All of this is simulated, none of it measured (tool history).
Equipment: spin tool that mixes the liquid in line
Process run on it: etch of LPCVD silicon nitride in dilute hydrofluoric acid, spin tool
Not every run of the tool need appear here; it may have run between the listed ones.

run,hour,temperature setpoint of the liquid (C),parts of water to one part of 49 % hydrofluoric acid (parts by volume),time under the liquid (s),thickness taken off the LPCVD silicon nitride on a monitor wafer (nm)
1,0,23,260,100,0.19606
2,1.3,22,310,95,0.14547
3,8.2,25,310,95,0.1728
4,10.1,25,310,80,0.1359
5,14.3,24.5,350,80,0.11834
6,16.7,24.5,350,100,0.13908
7,25.6,24,380,95,0.12861

Expected results for the next run?
8,30.5,23,410,90,?

Run 8 produced thickness taken off the LPCVD silicon nitride on a monitor wafer (nm) 0.10868.

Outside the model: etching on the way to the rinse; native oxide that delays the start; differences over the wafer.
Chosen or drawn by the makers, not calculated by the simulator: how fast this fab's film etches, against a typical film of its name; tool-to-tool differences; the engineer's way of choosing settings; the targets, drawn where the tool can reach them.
